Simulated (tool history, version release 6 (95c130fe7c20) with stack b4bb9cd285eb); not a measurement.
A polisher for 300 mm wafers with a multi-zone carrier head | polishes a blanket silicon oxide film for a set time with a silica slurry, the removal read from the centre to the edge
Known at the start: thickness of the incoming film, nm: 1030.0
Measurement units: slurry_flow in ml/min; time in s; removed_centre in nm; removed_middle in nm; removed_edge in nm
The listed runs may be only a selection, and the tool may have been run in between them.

run,day,slurry_flow,centre_zone,middle_zone,edge_zone,slurry_solids,time,removed_centre,removed_middle,removed_edge
1,0.000,175,1.00,1.00,1.00,1.00,85,265.32,273.16,274.32
2,0.308,195,1.00,1.00,1.00,1.00,85,273.37,272.73,274.53
3,0.583,195,1.00,1.00,1.00,1.05,85,276.06,275.26,280.13
4,0.750,195,1.00,1.00,0.94,1.05,85,282.06,279.44,270.58
5,0.904,195,1.00,1.09,0.94,1.05,85,274.42,300.18,273.75
6,1.100,195,1.00,1.09,0.94,1.05,103,335.12,363.68,329.18
7,1.250,195,1.00,1.05,0.95,0.95,97,303.16,307.80,298.22
8,1.392,195,0.99,1.03,0.94,0.85,93,269.39,270.64,265.81
9,1.654,195,0.98,1.00,0.93,0.80,91,243.31,255.45,252.21
10,1.796,200,0.99,0.98,0.93,0.75,88,232.45,233.58,231.84
11,1.842,155,0.96,0.88,0.90,0.50,83,152.09,143.19,157.34
12,2.188,205,1.03,0.85,0.95,0.50,83,169.51,142.82,163.67
13,2.433,225,1.06,0.91,1.03,0.60,83,206.45,177.70,196.97
14,2.612,215,1.06,0.91,1.02,0.60,83,203.17,179.18,194.78
15,2.825,205,1.06,0.90,1.01,0.60,83,201.97,173.61,197.32
16,3.008,205,1.05,0.89,1.00,0.60,83,195.56,172.39,193.51
17,3.112,205,1.05,0.88,0.99,0.60,83,195.42,171.27,194.06
18,3.417,155,1.06,0.85,0.90,0.55,83,184.89,149.77,168.56
19,3.525,155,1.06,0.86,0.91,0.55,83,181.73,150.22,166.58
20,3.867,175,1.03,0.86,0.97,0.60,83,194.82,161.24,189.73
21,4.192,175,1.03,0.86,0.96,0.60,83,192.71,166.08,189.29
22,4.225,175,1.03,0.86,0.95,0.60,83,187.82,164.82,184.46
23,4.475,175,1.03,0.85,0.94,0.60,83,192.68,163.77,186.73
24,4.575,170,1.03,0.85,0.93,0.60,83,190.75,163.26,184.03
25,4.725,170,1.03,0.85,0.92,0.60,83,192.51,161.95,184.14
26,4.808,165,1.03,0.85,0.92,0.60,83,188.36,160.30,183.06

Run 27 is up next; what results do you expect?
27,5.188,165,1.03,0.85,0.91,0.60,83,?,?,?

{"run 27": {"removed_centre": 192.25, "removed_middle": 161.56, "removed_edge": 185.01}}
